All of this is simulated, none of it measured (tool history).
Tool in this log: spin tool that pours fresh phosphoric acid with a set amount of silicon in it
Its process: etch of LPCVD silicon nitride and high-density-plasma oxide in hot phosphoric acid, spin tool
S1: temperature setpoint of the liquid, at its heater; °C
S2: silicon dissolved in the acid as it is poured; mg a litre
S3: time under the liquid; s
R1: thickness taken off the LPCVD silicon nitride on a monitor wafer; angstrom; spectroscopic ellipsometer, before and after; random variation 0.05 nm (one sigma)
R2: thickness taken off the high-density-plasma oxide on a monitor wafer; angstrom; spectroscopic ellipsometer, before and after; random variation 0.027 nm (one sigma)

{"run": 1, "day": 0.0, "S1": 161, "S2": 13.5, "S3": 180, "R1": 158.83, "R2": 5.707}
{"run": 2, "day": 0.2, "S1": 162.5, "S2": 13.5, "S3": 180, "R1": 165.52, "R2": 6.5958}
{"run": 3, "day": 0.388, "S1": 164, "S2": 13.5, "S3": 180, "R1": 174.86, "R2": 7.8031}
{"run": 4, "day": 0.512, "S1": 164, "S2": 13.5, "S3": 120, "R1": 116.37, "R2": 5.178}
{"run": 5, "day": 0.692, "S1": 164, "S2": 14.5, "S3": 125, "R1": 121.47, "R2": 4.9186}
{"run": 6, "day": 0.854, "S1": 164, "S2": 15, "S3": 125, "R1": 121.59, "R2": 4.9082}

Expected results for the next run?
{"run": 7, "day": 0.958, "S1": 164, "S2": 15.5, "S3": 125, "R1": "?", "R2": "?"}

R1: 121.24 angstrom
R2: 4.9444 angstrom

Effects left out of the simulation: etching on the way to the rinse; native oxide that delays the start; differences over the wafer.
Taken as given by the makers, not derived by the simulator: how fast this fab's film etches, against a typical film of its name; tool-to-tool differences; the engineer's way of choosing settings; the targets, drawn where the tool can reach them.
